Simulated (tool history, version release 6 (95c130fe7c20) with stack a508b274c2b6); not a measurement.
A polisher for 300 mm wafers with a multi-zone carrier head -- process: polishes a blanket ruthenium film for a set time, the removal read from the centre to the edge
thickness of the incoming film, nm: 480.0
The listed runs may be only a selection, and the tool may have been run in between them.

run    day  flow of slurry (ml/min)  pressure of the head's centre zone  pressure of the head's middle zone  pressure of the head's edge zone  polishing time (s)  film removed at the wafer's centre (angstrom)  film removed at mid-radius (angstrom)  film removed at the wafer's edge (angstrom)
  1      0                      165                                   1                                   1                                 1                  84                                         1238.9                                 1196.4                                       1213.4
  2  0.362                      165                                   1                                   1                              1.08                  84                                           1216                                 1206.7                                       1274.5
  3  0.592                      165                                   1                                   1                              1.13                  84                                         1232.2                                 1200.4                                       1311.6
  4  0.921                      160                                0.99                                0.99                              1.09                  82                                         1182.3                                 1139.8                                       1266.4
  5  1.162                      160                                0.99                                1.03                              1.09                  82                                         1167.6                                 1204.5                                       1231.5
  6  1.262                      155                                0.99                                1.02                              1.06                  80                                         1160.5                                 1159.9                                       1185.4
  7  1.546                      150                                0.98                                1.01                              1.03                  79                                         1098.3                                 1122.7                                       1174.1
  8  1.912                      150                                0.98                                1.01                              1.01                  77                                         1091.9                                 1084.6                                       1116.9

Predict the results of run 9:
  9  2.054                      110                                0.92                                0.96                              0.91                  74                                              ?                                      ?                                            ?

Run 9 measured film removed at the wafer's centre (angstrom) 952.53, film removed at mid-radius (angstrom) 969.69, film removed at the wafer's edge (angstrom) 987.65.

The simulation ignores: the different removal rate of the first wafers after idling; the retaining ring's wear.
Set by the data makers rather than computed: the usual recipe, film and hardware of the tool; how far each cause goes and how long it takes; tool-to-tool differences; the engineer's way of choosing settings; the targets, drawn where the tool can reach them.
